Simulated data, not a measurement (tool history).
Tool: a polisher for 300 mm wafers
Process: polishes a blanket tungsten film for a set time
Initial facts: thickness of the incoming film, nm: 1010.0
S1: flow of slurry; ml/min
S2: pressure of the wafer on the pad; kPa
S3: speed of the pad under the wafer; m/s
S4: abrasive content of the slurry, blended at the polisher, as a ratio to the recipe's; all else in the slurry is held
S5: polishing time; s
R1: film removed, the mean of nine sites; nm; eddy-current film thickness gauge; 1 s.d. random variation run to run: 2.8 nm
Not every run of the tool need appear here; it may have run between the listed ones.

Run 1, hour 0.0: S1 140 ml/min, S2 32.4 kPa, S3 0.90 m/s, S4 1.00, S5 31 s. Result: R1 139.13 nm.
Run 2, hour 6.3: S1 140 ml/min, S2 32.4 kPa, S3 0.90 m/s, S4 0.85, S5 31 s. Result: R1 133.02 nm.
Run 3, hour 7.6: S1 160 ml/min, S2 32.4 kPa, S3 0.90 m/s, S4 0.85, S5 31 s. Result: R1 140.29 nm.
Run 4, hour 12.6: S1 160 ml/min, S2 29.6 kPa, S3 0.90 m/s, S4 0.85, S5 31 s. Result: R1 130.20 nm.
Run 5, hour 17.3: S1 135 ml/min, S2 29.6 kPa, S3 0.90 m/s, S4 0.85, S5 31 s. Result: R1 123.63 nm.
Run 6, hour 22.9: S1 140 ml/min, S2 32.4 kPa, S3 0.90 m/s, S4 0.85, S5 31 s. Result: R1 136.88 nm.
Run 7, hour 31.8: S1 155 ml/min, S2 41.4 kPa, S3 0.92 m/s, S4 0.85, S5 31 s. Result: R1 180.91 nm.

Predict the results of run 8:
Run 8, hour 38.8: S1 160 ml/min, S2 42.1 kPa, S3 0.92 m/s, S4 0.85, S5 31 s. Result: R1 ?.

R1: 179.86 nm

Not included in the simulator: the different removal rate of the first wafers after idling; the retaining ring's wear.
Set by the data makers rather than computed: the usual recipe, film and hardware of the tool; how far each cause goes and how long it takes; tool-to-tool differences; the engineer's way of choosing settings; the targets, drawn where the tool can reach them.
